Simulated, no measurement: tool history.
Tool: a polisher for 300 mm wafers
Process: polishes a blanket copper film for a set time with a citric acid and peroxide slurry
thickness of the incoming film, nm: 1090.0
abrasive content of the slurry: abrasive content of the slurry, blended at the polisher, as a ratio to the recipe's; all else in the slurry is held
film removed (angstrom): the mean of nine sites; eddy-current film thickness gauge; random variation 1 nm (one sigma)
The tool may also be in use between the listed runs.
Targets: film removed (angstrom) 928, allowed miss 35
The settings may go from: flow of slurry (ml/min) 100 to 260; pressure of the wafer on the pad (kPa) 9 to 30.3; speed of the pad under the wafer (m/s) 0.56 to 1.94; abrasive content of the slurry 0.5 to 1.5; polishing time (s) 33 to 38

run  hour  flow of slurry (ml/min)  pressure of the wafer on the pad (kPa)  speed of the pad under the wafer (m/s)  abrasive content of the slurry  polishing time (s)  film removed (angstrom)
  1     0                      165                                    19.3                                    1.24                               1                  38                     1096
  2   7.9                      160                                    18.6                                    1.24                               1                  38                   1067.6
  3   8.8                      160                                    18.6                                    1.46                               1                  38                   1185.8
  4    15                      135                                    18.6                                    1.46                               1                  38                   1165.5
  5  20.8                      155                                    18.6                                    1.46                               1                  38                   1201.3
  6  28.1                      150                                    17.2                                    1.46                               1                  38                   1121.8
  7  30.4                      145                                    13.1                                    1.44                               1                  38                   845.49
  8  31.5                      150                                    13.1                                    1.44                               1                  38                    840.4
  9  33.9                      155                                    15.2                                    1.44                               1                  38                      973
 10  42.3                      150                                    15.2                                    1.44                               1                  38                   965.49
 11  50.9                      145                                    15.2                                    1.44                               1                  38                   974.83
 12  57.6                      145                                    15.2                                    1.44                               1                  38                   967.93

Which of these 5 next moves meets every target?
  A  64.3                      175                                    15.2                                     1.5                               1                  38                        ?
  B  64.3                      125                                    17.9                                    1.48                            0.75                  38                        ?
  C  64.3                      110                                    16.5                                    1.72                            0.95                  33                        ?
  D  64.3                      105                                    15.2                                    1.46                             1.1                  38                        ?
  E  64.3                      135                                    16.5                                    1.46                             0.9                  38                        ?

move  film removed (angstrom)
   A                   1018.8
   B                   1011.5
   C                   976.21
   D                   912.87
   E                   996.44
A: further off than the last run
B: further off than the last run
C: further off than the last run
D: meets every target
E: further off than the last run
Answer: D
